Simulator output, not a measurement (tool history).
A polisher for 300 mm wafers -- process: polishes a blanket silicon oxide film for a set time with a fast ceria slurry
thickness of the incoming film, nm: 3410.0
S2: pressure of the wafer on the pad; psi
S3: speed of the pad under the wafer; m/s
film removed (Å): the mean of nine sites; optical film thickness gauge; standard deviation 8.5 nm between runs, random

Run 1, hour 0: flow of slurry (ml/min) 200, S2 2.6 psi, S3 1.04 m/s, polishing time (s) 53. Result: film removed (Å) 8654.8.
Run 2, hour 5.4: flow of slurry (ml/min) 200, S2 2.6 psi, S3 1.04 m/s, polishing time (s) 53. Result: film removed (Å) 8523.3.
Run 3, hour 6.2: flow of slurry (ml/min) 220, S2 2.6 psi, S3 1.04 m/s, polishing time (s) 53. Result: film removed (Å) 8942.5.
Run 4, hour 7.6: flow of slurry (ml/min) 240, S2 2.6 psi, S3 1.04 m/s, polishing time (s) 53. Result: film removed (Å) 8650.3.
Run 5, hour 10.4: flow of slurry (ml/min) 240, S2 2.6 psi, S3 1.04 m/s, polishing time (s) 53. Result: film removed (Å) 8752.1.
Run 6, hour 12.5: flow of slurry (ml/min) 240, S2 2.4 psi, S3 1.04 m/s, polishing time (s) 53. Result: film removed (Å) 8232.9.
Run 7, hour 18.7: flow of slurry (ml/min) 240, S2 2.2 psi, S3 1.04 m/s, polishing time (s) 53. Result: film removed (Å) 7889.3.

Run 8, settings as shown, results not yet in. Your forecast:
Run 8, hour 21.6: flow of slurry (ml/min) 240, S2 2 psi, S3 1.04 m/s, polishing time (s) 53. Result: film removed (Å) ?.

film removed (Å): 7425.4

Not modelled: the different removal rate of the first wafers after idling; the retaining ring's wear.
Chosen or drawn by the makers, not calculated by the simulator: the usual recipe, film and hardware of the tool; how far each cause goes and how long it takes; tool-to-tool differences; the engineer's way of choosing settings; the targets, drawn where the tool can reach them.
